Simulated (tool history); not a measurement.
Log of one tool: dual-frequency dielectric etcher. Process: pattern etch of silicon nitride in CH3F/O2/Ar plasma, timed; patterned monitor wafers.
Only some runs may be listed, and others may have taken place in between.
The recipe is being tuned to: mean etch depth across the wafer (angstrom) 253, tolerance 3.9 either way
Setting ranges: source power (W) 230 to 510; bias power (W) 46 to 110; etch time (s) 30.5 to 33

run	hour	source power (W)	bias power (W)	etch time (s)	mean etch depth across the wafer (angstrom)
1	0	370	78	33	219.46
2	2.6	410	79	33	230.37
3	10	410	79	33	230.7
4	15.7	430	80	33	237.97
5	22.1	440	80	33	239.92
6	23.9	440	80	33	239.02
7	29.4	450	80	33	240.36
8	38.2	460	80	33	243.73
9	41.4	470	80	33	245.48
10	43.6	480	80	33	247.25

Below are 4 possible settings for the next run. Only one of them brings all results inside the allowed miss of their targets. Which is it?
A	45.8	490	82	31.5	?
B	45.8	470	84	31.5	?
C	45.8	510	77	33	?
D	45.8	510	80	31.5	?

move	mean etch depth across the wafer (angstrom)
A	241.86
B	239.6
C	252.09
D	243.92
A: the biggest miss grows against the last run
B: the biggest miss grows against the last run
C: meets every target
D: the biggest miss grows against the last run
Go with C: it meets all targets.

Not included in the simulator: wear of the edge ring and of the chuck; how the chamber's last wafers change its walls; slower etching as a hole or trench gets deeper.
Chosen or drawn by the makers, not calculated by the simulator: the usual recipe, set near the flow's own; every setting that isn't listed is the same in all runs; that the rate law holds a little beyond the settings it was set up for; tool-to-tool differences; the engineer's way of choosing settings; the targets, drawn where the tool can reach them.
